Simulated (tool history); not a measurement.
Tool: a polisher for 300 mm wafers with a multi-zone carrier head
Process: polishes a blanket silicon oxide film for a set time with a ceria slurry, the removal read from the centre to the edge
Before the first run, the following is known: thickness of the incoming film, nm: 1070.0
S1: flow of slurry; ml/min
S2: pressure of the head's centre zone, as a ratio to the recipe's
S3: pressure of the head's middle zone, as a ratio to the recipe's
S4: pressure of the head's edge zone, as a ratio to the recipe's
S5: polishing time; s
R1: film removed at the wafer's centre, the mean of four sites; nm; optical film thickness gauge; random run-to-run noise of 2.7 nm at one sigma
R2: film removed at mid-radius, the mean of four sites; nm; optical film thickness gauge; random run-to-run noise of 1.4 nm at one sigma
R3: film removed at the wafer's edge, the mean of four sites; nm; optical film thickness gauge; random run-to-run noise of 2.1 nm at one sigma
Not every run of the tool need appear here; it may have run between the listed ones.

run	day	S1	S2	S3	S4	S5	R1	R2	R3
1	0	260	1	1	1	36	167.33	166.8	170.07
2	0.1	260	1.08	1	1	36	182.55	167.98	168.48
3	0.204	260	1.08	1	1	31	158.35	145.86	145.91
4	0.288	260	1.08	1	1	26	128.76	121.63	121.27
5	0.604	260	1.08	1	1	30	151.61	140.34	140.42
6	0.779	195	1.08	1	1	30	151.17	137.59	138.68
7	1.154	200	1.06	1.03	1.03	33	163.63	152.88	154.53
8	1.288	200	1.06	1.03	1.03	33	157.94	154.8	153.26
9	1.508	200	1.05	1.04	1.05	35	167.47	164.75	163.5
10	1.754	200	1.04	1.05	1.06	37	171.22	176.4	174.64
11	2.067	200	1.04	1.06	1.07	39	183.46	187.93	185.85
12	2.308	200	1.04	1.07	1.09	40	190.77	193.01	193.91

Expected results for the next run?
13	2.546	200	1.04	1.09	1.11	41	?	?	?

R1: 193.01 nm
R2: 200.23 nm
R3: 197.08 nm
